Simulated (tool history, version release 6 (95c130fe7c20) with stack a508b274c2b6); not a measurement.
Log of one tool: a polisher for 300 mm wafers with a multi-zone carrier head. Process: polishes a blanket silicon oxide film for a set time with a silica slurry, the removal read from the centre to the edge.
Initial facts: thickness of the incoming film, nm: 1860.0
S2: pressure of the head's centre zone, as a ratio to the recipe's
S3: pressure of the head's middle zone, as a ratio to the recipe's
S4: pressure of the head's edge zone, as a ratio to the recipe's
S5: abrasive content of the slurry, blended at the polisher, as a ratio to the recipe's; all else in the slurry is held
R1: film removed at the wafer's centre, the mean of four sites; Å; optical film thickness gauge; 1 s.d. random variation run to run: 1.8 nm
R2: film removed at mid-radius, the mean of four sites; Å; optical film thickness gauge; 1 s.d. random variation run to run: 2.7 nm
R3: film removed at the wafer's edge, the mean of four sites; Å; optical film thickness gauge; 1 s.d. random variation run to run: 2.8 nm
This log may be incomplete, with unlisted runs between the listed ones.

Run 1, day 0.000: flow of slurry (ml/min) 230, S2 1.00, S3 1.00, S4 1.00, S5 1.00, polishing time (s) 64. Result: R1 1747.7 Å, R2 1681.7 Å, R3 1831.9 Å.
Run 2, day 0.221: flow of slurry (ml/min) 235, S2 1.02, S3 0.99, S4 1.05, S5 1.15, polishing time (s) 65. Result: R1 1997.5 Å, R2 1838.8 Å, R3 2035.8 Å.
Run 3, day 0.462: flow of slurry (ml/min) 235, S2 1.01, S3 0.97, S4 1.09, S5 1.25, polishing time (s) 66. Result: R1 2071.2 Å, R2 1967.3 Å, R3 2252.8 Å.
Run 4, day 0.829: flow of slurry (ml/min) 250, S2 1.03, S3 0.96, S4 1.12, S5 1.30, polishing time (s) 66. Result: R1 2204.4 Å, R2 1978.5 Å, R3 2303.2 Å.
Run 5, day 1.092: flow of slurry (ml/min) 250, S2 1.03, S3 0.99, S4 1.12, S5 1.30, polishing time (s) 66. Result: R1 2184.2 Å, R2 2040.1 Å, R3 2326.0 Å.
Run 6, day 1.450: flow of slurry (ml/min) 250, S2 1.03, S3 0.99, S4 1.12, S5 1.30, polishing time (s) 57. Result: R1 1845.6 Å, R2 1733.1 Å, R3 1975.2 Å.
Run 7, day 1.771: flow of slurry (ml/min) 240, S2 1.04, S3 0.98, S4 1.13, S5 1.35, polishing time (s) 60. Result: R1 2007.7 Å, R2 1833.7 Å, R3 2153.8 Å.
Run 8, day 1.808: flow of slurry (ml/min) 235, S2 1.06, S3 0.99, S4 1.14, S5 1.40, polishing time (s) 62. Result: R1 2161.5 Å, R2 1920.3 Å, R3 2209.1 Å.
Run 9, day 2.050: flow of slurry (ml/min) 260, S2 1.06, S3 0.98, S4 1.16, S5 1.45, polishing time (s) 63. Result: R1 2253.7 Å, R2 1996.4 Å, R3 2379.9 Å.
Run 10, day 2.288: flow of slurry (ml/min) 270, S2 1.07, S3 0.98, S4 1.17, S5 1.45, polishing time (s) 64. Result: R1 2311.6 Å, R2 2060.8 Å, R3 2391.8 Å.
Run 11, day 2.571: flow of slurry (ml/min) 270, S2 1.07, S3 0.97, S4 1.18, S5 1.45, polishing time (s) 65. Result: R1 2332.7 Å, R2 2069.3 Å, R3 2473.3 Å.

What will run 12 give?
Run 12, day 2.671: flow of slurry (ml/min) 275, S2 1.07, S3 0.97, S4 1.18, S5 1.45, polishing time (s) 65. Result: R1 ?, R2 ?, R3 ?.

Run 12 produced R1 2304.7 Å, R2 2077.0 Å, R3 2474.6 Å.
